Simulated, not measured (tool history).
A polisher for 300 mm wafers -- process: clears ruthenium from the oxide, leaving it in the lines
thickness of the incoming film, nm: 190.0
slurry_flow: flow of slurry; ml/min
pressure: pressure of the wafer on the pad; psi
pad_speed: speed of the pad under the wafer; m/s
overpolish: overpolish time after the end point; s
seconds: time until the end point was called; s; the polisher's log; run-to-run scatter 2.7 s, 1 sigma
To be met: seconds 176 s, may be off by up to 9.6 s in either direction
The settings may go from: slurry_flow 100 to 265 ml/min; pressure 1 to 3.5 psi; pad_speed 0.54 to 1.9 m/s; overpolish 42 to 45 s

run 1 day=0 | slurry_flow=170 pressure=2.2 pad_speed=1.22 overpolish=42 | seconds=123.14
run 2 day=0.171 | slurry_flow=170 pressure=2.1 pad_speed=1.22 overpolish=42 | seconds=129.62
run 3 day=0.238 | slurry_flow=170 pressure=2 pad_speed=1.22 overpolish=42 | seconds=137.46
run 4 day=0.342 | slurry_flow=170 pressure=2 pad_speed=1.22 overpolish=45 | seconds=133.85
run 5 day=0.683 | slurry_flow=170 pressure=1.9 pad_speed=1.22 overpolish=45 | seconds=144.73
run 6 day=0.946 | slurry_flow=170 pressure=2.2 pad_speed=1.22 overpolish=45 | seconds=121.27
run 7 day=1.229 | slurry_flow=170 pressure=2.1 pad_speed=1.22 overpolish=45 | seconds=128.95
run 8 day=1.425 | slurry_flow=170 pressure=2 pad_speed=1.22 overpolish=45 | seconds=137.1
run 9 day=1.646 | slurry_flow=170 pressure=1.7 pad_speed=1.2 overpolish=45 | seconds=162.75

4 next moves are on the table. One of them brings every result within its allowed miss. Which?
run A day=1.867 | slurry_flow=150 pressure=1.3 pad_speed=1.48 overpolish=42 | seconds=?
run B day=1.867 | slurry_flow=170 pressure=1.6 pad_speed=1.42 overpolish=45 | seconds=?
run C day=1.867 | slurry_flow=155 pressure=1.6 pad_speed=1.32 overpolish=45 | seconds=?
run D day=1.867 | slurry_flow=130 pressure=1.8 pad_speed=1.22 overpolish=45 | seconds=?

move=A seconds=171.74
move=B seconds=144.49
move=C seconds=156.83
move=D seconds=154.51
A: each result inside its tolerance
B: its largest miss is bigger than the last run's
C: its largest miss is bigger than the last run's
D: its largest miss is bigger than the last run's
A is the move that brings every result within its allowed miss.
